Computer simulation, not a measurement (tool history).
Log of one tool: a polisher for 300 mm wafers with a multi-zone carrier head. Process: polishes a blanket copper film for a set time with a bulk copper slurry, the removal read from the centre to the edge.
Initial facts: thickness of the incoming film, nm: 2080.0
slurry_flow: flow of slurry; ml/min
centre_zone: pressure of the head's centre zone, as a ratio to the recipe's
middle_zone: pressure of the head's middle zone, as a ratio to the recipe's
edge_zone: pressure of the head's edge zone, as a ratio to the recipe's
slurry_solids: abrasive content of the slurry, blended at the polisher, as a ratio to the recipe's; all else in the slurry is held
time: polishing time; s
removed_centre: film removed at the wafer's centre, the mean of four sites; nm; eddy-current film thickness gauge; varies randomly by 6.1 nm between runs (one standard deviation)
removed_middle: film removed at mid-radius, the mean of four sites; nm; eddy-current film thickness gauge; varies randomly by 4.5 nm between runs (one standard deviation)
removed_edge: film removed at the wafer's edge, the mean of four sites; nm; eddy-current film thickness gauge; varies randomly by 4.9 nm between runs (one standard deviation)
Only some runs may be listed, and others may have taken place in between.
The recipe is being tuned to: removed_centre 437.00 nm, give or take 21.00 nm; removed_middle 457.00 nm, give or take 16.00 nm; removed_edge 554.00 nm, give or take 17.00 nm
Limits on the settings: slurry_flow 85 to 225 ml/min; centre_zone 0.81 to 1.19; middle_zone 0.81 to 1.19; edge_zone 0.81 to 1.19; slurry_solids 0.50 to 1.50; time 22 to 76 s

Run 1, hour 0.0: slurry_flow 145 ml/min, centre_zone 1.00, middle_zone 1.00, edge_zone 1.00, slurry_solids 1.00, time 49 s. Result: removed_centre 598.06 nm, removed_middle 607.62 nm, removed_edge 601.15 nm.
Run 2, hour 2.0: slurry_flow 145 ml/min, centre_zone 0.92, middle_zone 1.00, edge_zone 1.00, slurry_solids 1.00, time 49 s. Result: removed_centre 531.35 nm, removed_middle 611.25 nm, removed_edge 596.72 nm.
Run 3, hour 5.7: slurry_flow 135 ml/min, centre_zone 0.91, middle_zone 0.95, edge_zone 1.01, slurry_solids 0.95, time 49 s. Result: removed_centre 530.39 nm, removed_middle 564.01 nm, removed_edge 593.99 nm.
Run 4, hour 8.3: slurry_flow 135 ml/min, centre_zone 0.91, middle_zone 0.95, edge_zone 1.07, slurry_solids 0.95, time 49 s. Result: removed_centre 510.93 nm, removed_middle 563.03 nm, removed_edge 619.30 nm.
Run 5, hour 17.0: slurry_flow 135 ml/min, centre_zone 0.83, middle_zone 0.95, edge_zone 1.07, slurry_solids 0.95, time 49 s. Result: removed_centre 473.77 nm, removed_middle 558.01 nm, removed_edge 604.18 nm.
Run 6, hour 18.9: slurry_flow 115 ml/min, centre_zone 0.83, middle_zone 0.95, edge_zone 1.07, slurry_solids 0.95, time 49 s. Result: removed_centre 453.98 nm, removed_middle 536.62 nm, removed_edge 598.62 nm.
Run 7, hour 19.7: slurry_flow 110 ml/min, centre_zone 0.83, middle_zone 0.93, edge_zone 1.05, slurry_solids 0.90, time 49 s. Result: removed_centre 443.77 nm, removed_middle 523.58 nm, removed_edge 577.65 nm.
Run 8, hour 22.4: slurry_flow 95 ml/min, centre_zone 0.87, middle_zone 0.83, edge_zone 1.07, slurry_solids 0.80, time 48 s. Result: removed_centre 430.02 nm, removed_middle 427.79 nm, removed_edge 532.65 nm.
Run 9, hour 23.7: slurry_flow 120 ml/min, centre_zone 0.85, middle_zone 0.86, edge_zone 1.09, slurry_solids 0.80, time 48 s. Result: removed_centre 447.69 nm, removed_middle 474.19 nm, removed_edge 568.50 nm.

Pick the move, out of 5, that brings all results within their allowed miss; only one does.
Run A, hour 25.0: slurry_flow 115 ml/min, centre_zone 0.90, middle_zone 0.90, edge_zone 1.00, slurry_solids 0.75, time 51 s. Result: removed_centre ?, removed_middle ?, removed_edge ?.
Run B, hour 25.0: slurry_flow 130 ml/min, centre_zone 0.86, middle_zone 0.88, edge_zone 1.09, slurry_solids 0.75, time 48 s. Result: removed_centre ?, removed_middle ?, removed_edge ?.
Run C, hour 25.0: slurry_flow 105 ml/min, centre_zone 0.82, middle_zone 0.89, edge_zone 1.09, slurry_solids 0.60, time 53 s. Result: removed_centre ?, removed_middle ?, removed_edge ?.
Run D, hour 25.0: slurry_flow 130 ml/min, centre_zone 0.87, middle_zone 0.88, edge_zone 1.15, slurry_solids 0.95, time 43 s. Result: removed_centre ?, removed_middle ?, removed_edge ?.
Run E, hour 25.0: slurry_flow 165 ml/min, centre_zone 0.91, middle_zone 0.81, edge_zone 1.11, slurry_solids 0.75, time 45 s. Result: removed_centre ?, removed_middle ?, removed_edge ?.

move  removed_centre  removed_middle  removed_edge
   A          484.58          509.01        564.92
   B          450.00          483.87        566.08
   C          425.66          488.52        575.11
   D          429.23          456.12        548.48
   E          470.64          443.90        554.28
A: misses by more than the last run did
B: misses by more than the last run did
C: misses by more than the last run did
D: in spec on every target
E: brings the last run's worst result on target, with another outside its allowed miss
D meets every target.

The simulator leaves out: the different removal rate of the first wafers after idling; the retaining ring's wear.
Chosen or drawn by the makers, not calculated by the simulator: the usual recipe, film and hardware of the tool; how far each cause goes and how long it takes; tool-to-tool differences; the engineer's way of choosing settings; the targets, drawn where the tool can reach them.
